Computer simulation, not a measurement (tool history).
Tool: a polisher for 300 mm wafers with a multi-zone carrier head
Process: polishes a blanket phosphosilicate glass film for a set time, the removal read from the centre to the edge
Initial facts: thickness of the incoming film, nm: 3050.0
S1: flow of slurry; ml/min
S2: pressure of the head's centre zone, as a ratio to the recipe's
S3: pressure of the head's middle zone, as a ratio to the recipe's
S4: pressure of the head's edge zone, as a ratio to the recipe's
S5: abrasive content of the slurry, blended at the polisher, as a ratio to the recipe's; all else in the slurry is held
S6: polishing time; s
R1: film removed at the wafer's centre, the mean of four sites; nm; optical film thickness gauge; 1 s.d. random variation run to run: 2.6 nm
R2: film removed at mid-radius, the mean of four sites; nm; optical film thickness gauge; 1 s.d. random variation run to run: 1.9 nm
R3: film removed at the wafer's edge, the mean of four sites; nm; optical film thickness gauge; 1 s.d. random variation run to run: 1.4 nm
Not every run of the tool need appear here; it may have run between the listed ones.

run,hour,S1,S2,S3,S4,S5,S6,R1,R2,R3
1,0.0,235,1.00,1.00,1.00,1.00,60,375.76,388.86,384.68
2,3.2,235,1.00,0.93,1.00,1.00,60,382.77,359.99,391.73
3,5.1,180,1.00,0.93,1.00,1.00,60,357.40,350.91,376.27
4,9.1,180,1.00,0.96,1.00,1.00,60,358.43,352.38,376.21
5,15.4,230,1.00,0.96,1.00,1.00,60,375.89,374.85,384.33
6,16.9,225,1.00,0.94,0.97,0.85,52,299.83,289.16,301.27
7,21.5,220,1.00,0.92,0.94,0.75,48,261.27,251.23,260.54
8,28.4,215,1.00,0.90,0.91,0.70,45,231.81,219.81,233.38
9,35.1,210,1.05,0.89,0.81,0.50,37,163.26,146.37,147.11
10,39.4,230,1.04,0.89,0.83,0.50,37,163.26,147.21,151.95
11,42.8,230,1.04,0.90,0.86,0.50,37,169.94,150.58,155.17
12,46.2,230,1.03,0.90,0.88,0.50,37,162.84,148.22,155.77
13,47.2,230,1.03,0.90,0.89,0.55,37,169.37,157.53,166.67
14,51.4,230,1.04,0.90,0.89,0.55,37,175.96,153.89,163.74
15,54.6,230,1.04,0.91,0.90,0.55,37,175.40,161.11,166.50
16,57.3,230,1.04,0.91,0.91,0.55,37,177.80,160.47,167.69
17,64.0,230,1.04,0.91,0.92,0.55,37,168.79,159.38,168.41
18,71.2,240,1.04,0.91,0.92,0.55,37,173.94,162.63,169.73

Run 19, settings as shown, results not yet in. Your forecast:
19,79.5,240,1.05,0.91,0.92,0.55,37,?,?,?

{"run 19": {"R1": 178.81, "R2": 158.19, "R3": 168.68}}

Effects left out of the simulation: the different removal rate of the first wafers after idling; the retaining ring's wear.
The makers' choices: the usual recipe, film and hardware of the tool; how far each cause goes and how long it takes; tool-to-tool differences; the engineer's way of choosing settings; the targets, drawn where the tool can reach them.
